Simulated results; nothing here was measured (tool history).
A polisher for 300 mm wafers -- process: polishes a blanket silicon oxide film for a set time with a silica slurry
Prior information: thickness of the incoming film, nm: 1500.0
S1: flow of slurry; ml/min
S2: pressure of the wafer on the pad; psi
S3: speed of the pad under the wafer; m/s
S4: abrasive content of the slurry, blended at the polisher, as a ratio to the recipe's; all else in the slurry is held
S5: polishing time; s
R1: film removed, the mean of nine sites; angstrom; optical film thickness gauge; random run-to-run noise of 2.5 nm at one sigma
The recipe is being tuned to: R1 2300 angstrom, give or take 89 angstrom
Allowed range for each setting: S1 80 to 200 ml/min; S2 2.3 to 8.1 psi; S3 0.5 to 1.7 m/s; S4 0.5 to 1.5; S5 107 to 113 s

run,hour,S1,S2,S3,S4,S5,R1
1,0,130,5.2,1.1,1,107,3868.2
2,1.8,130,5.2,1.1,1,113,4143.6
3,6.8,130,4.8,1.1,1,113,3817.9
4,9,130,4.8,1.1,1,113,3799.6
5,9.7,130,4.5,1.1,1,113,3604.2
6,10.7,130,4.2,1.1,1,113,3380.9
7,11.9,130,3.9,1.1,1,113,3121.9
8,13.4,130,3.7,1.1,1,113,2922.2
9,14.1,115,2.5,1.08,1,113,1978.8
10,16.6,120,2.5,1.08,1,113,2008.1
11,19.2,125,2.5,1.08,1,113,2022
12,24.8,125,2.5,1.08,1,113,1979.1
13,31.6,125,2.6,1.08,1,113,2090.6
14,38.5,145,3,1.08,1,113,2412.2

Which of these 4 next moves meets every target?
A,45.4,170,3.6,1.3,0.8,107,?
B,45.4,145,2.8,1.08,1,113,?
C,45.4,130,3.1,1.2,0.95,112,?
D,45.4,105,3,1.2,1,113,?

move,R1
A,2645.6
B,2278.6
C,2540.9
D,2511.4
A: misses by more than the last run did
B: meets every target
C: misses by more than the last run did
D: misses by more than the last run did
Correct choice: B, which meets every target
